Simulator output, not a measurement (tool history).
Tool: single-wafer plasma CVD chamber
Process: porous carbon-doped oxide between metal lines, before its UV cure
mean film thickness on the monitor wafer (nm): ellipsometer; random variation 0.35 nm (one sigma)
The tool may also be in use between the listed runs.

run,hour,heater temperature setpoint (°C),RF power (kW),deposition time (s),mean film thickness on the monitor wafer (nm)
1,0.0,285,0.490,20.0,105.88
2,0.5,285,0.520,20.0,109.77
3,6.9,289,0.520,20.0,107.20
4,15.4,289,0.560,20.0,111.18
5,20.9,292,0.555,20.0,108.17
6,25.7,295,0.555,20.0,106.53
7,30.0,297,0.550,20.0,104.26

Run 8 comes next. What will it give?
8,32.1,299,0.550,20.0,?

{"run 8": {"mean film thickness on the monitor wafer (nm)": 103.16}}
